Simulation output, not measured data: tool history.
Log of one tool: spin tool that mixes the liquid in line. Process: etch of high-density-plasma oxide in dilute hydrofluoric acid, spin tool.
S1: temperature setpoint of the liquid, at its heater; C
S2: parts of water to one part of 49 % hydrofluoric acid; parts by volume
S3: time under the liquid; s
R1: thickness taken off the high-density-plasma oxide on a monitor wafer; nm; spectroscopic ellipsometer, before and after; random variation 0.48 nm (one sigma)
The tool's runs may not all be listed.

| run | hour | S1 | S2 | S3 | R1 |
|---|---|---|---|---|---|
| 1 | 0 | 22 | 145 | 265 | 16.007 |
| 2 | 3.1 | 20 | 145 | 265 | 14.952 |
| 3 | 6.6 | 20 | 145 | 265 | 14.835 |
| 4 | 7.9 | 22.5 | 110 | 265 | 22.303 |
| 5 | 14.2 | 25.5 | 110 | 265 | 25.121 |
| 6 | 20.7 | 26.5 | 90 | 265 | 33.045 |

The next listed run, before its measurement:
| 7 | 21.4 | 27.5 | 80 | 265 | ? |

R1: 38.97 nm

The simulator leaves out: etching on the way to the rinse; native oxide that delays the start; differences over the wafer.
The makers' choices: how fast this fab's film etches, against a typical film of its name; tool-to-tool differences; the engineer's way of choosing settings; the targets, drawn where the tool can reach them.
